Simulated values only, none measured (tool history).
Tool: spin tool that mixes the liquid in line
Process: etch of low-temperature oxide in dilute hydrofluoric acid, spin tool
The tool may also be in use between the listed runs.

| run | hour | temperature setpoint of the liquid (C) | parts of water to one part of 49 % hydrofluoric acid (parts by volume) | time under the liquid (s) | thickness taken off the low-temperature oxide on a monitor wafer (angstrom) |
|---|---|---|---|---|---|
| 1 | 0 | 21 | 135 | 70 | 100.06 |
| 2 | 7.2 | 22.5 | 125 | 70 | 116.91 |
| 3 | 15.5 | 22.5 | 125 | 70 | 116.59 |
| 4 | 21.6 | 22.5 | 125 | 50 | 82.537 |
| 5 | 27.8 | 23.5 | 105 | 55 | 115.91 |
| 6 | 35.7 | 23.5 | 105 | 50 | 105.8 |
| 7 | 41.6 | 24.5 | 90 | 55 | 142.7 |
| 8 | 42.7 | 25.5 | 85 | 55 | 158.07 |
| 9 | 48 | 26 | 80 | 55 | 174.13 |

Forecast run 10:
| 10 | 48.6 | 26 | 80 | 55 | ? |

thickness taken off the low-temperature oxide on a monitor wafer (angstrom): 174.07

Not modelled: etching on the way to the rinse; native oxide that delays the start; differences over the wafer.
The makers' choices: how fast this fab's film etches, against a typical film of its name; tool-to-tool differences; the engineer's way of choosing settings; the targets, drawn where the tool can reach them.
